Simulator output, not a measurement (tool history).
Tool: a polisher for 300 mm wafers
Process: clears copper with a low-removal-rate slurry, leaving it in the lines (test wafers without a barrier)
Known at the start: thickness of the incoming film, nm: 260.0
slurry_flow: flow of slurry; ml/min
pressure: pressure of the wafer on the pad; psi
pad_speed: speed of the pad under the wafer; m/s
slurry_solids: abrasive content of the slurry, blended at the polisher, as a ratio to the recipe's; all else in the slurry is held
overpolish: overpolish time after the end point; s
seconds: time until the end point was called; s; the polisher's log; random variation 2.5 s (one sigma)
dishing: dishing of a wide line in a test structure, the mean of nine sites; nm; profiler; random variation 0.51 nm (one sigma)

run	hour	slurry_flow	pressure	pad_speed	slurry_solids	overpolish	seconds	dishing
1	0.0	215	3.4	0.86	1.0	27	92.081	45.559
2	6.0	215	3.4	0.86	1.0	19	96.834	34.989
3	11.4	215	2.9	0.86	1.0	19	112.370	29.549
4	14.0	215	2.8	0.84	1.0	22	115.590	31.410
5	16.1	210	2.7	0.82	1.0	25	125.620	33.788
6	17.2	210	2.7	1.02	1.0	25	103.660	40.900

Forecast run 7:
7	18.5	200	1.8	1.02	1.0	31	?	?

Run 7 gave seconds 148.150 s, dishing 33.234 nm.
